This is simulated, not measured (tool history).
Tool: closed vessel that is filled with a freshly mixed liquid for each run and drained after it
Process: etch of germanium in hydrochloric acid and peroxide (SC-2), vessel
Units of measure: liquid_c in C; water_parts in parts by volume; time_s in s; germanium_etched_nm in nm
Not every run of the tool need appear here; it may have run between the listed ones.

run	hour	liquid_c	water_parts	time_s	germanium_etched_nm
1	0	49	8.5	95	366.96
2	5.3	45.5	8.5	95	330.26
3	14	49	8.5	95	367.72
4	20.3	51.5	8.5	95	398.75
5	23.3	45	8.5	95	322.09
6	31.9	48.5	8.5	95	359.97
7	34.2	51	8.5	95	391.89
8	41.1	51	8.5	95	395.08
9	45.3	51	8.5	95	391.08

Run 10, settings as shown, results not yet in. Your forecast:
10	51.7	57	8.5	95	?

germanium_etched_nm: 471.76 nm
